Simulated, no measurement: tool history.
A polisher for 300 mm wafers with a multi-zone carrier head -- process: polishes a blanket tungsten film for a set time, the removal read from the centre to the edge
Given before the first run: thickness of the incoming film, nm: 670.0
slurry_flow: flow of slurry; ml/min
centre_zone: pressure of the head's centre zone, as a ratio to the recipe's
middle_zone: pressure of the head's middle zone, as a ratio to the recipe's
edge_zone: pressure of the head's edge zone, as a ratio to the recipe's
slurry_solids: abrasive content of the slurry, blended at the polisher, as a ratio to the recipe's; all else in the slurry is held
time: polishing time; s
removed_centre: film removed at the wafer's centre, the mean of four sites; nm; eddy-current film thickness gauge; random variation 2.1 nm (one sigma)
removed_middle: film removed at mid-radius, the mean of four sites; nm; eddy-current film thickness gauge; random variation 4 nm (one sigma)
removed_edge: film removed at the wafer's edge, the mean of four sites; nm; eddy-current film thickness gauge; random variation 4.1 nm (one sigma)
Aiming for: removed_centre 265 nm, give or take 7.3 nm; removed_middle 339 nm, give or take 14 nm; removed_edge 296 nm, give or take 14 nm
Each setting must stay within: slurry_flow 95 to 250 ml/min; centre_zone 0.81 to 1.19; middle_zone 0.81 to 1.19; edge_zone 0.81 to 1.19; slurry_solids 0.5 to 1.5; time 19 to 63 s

| run | hour | slurry_flow | centre_zone | middle_zone | edge_zone | slurry_solids | time | removed_centre | removed_middle | removed_edge |
|---|---|---|---|---|---|---|---|---|---|---|
| 1 | 0 | 160 | 1 | 1 | 1 | 1 | 41 | 211.13 | 215.76 | 212.46 |
| 2 | 8.1 | 165 | 0.99 | 1.02 | 1.01 | 1.05 | 42 | 216.01 | 227.98 | 225.24 |
| 3 | 16.6 | 170 | 0.99 | 1.04 | 1.01 | 1.1 | 43 | 222.36 | 242.03 | 236.83 |
| 4 | 22.7 | 170 | 0.91 | 1.04 | 1.01 | 1.1 | 43 | 209.47 | 238.5 | 237.61 |
| 5 | 27.8 | 175 | 0.92 | 1.06 | 1.01 | 1.15 | 43 | 213.81 | 247.22 | 233.26 |
| 6 | 36.8 | 175 | 0.92 | 1.06 | 1.01 | 1.05 | 43 | 210.57 | 241.89 | 236.34 |
| 7 | 39.8 | 180 | 0.93 | 1.08 | 1.02 | 1.1 | 43 | 213.73 | 244.83 | 228.97 |
| 8 | 41.2 | 180 | 0.93 | 1.09 | 1.02 | 1.15 | 44 | 222.82 | 262.9 | 250.43 |
| 9 | 49.9 | 225 | 0.98 | 1.19 | 0.96 | 1.4 | 45 | 257.66 | 308.62 | 260.61 |
| 10 | 51.8 | 225 | 0.97 | 1.19 | 0.97 | 1.4 | 45 | 257.19 | 305.01 | 255.75 |
| 11 | 59.9 | 220 | 0.96 | 1.19 | 0.98 | 1.4 | 46 | 258.65 | 320.88 | 262.85 |
| 12 | 62.6 | 220 | 0.96 | 1.19 | 0.98 | 1.4 | 46 | 256.81 | 311.42 | 266.83 |
| 13 | 69.1 | 220 | 0.95 | 1.19 | 0.98 | 1.4 | 46 | 255.26 | 312.84 | 265.48 |
| 14 | 75.6 | 220 | 0.94 | 1.19 | 0.99 | 1.4 | 46 | 253.02 | 317.17 | 271.27 |
| 15 | 83.1 | 225 | 0.93 | 1.19 | 1.01 | 1.45 | 47 | 257.82 | 320.37 | 272.99 |

Which single option among these 4 for the next run brings every result within its allowed miss of target? Just one does.
| A | 90.6 | 250 | 0.99 | 1.19 | 1.07 | 1.5 | 48 | ? | ? | ? |
| B | 90.6 | 245 | 0.9 | 1.17 | 0.86 | 1.35 | 50 | ? | ? | ? |
| C | 90.6 | 195 | 0.86 | 1.09 | 0.89 | 1.5 | 53 | ? | ? | ? |
| D | 90.6 | 230 | 1.04 | 1.13 | 0.92 | 1.3 | 47 | ? | ? | ? |

| move | removed_centre | removed_middle | removed_edge |
|---|---|---|---|
| A | 284.87 | 338.35 | 295.18 |
| B | 263.28 | 339.07 | 270.65 |
| C | 263.62 | 335.72 | 291.59 |
| D | 280.76 | 304.31 | 258.89 |
A: corrects the largest miss of the last run, while another result sits out of spec
B: its largest miss is bigger than the last run's
C: all results land within tolerance of their targets
D: its largest miss is bigger than the last run's
Go with C: it meets all targets.
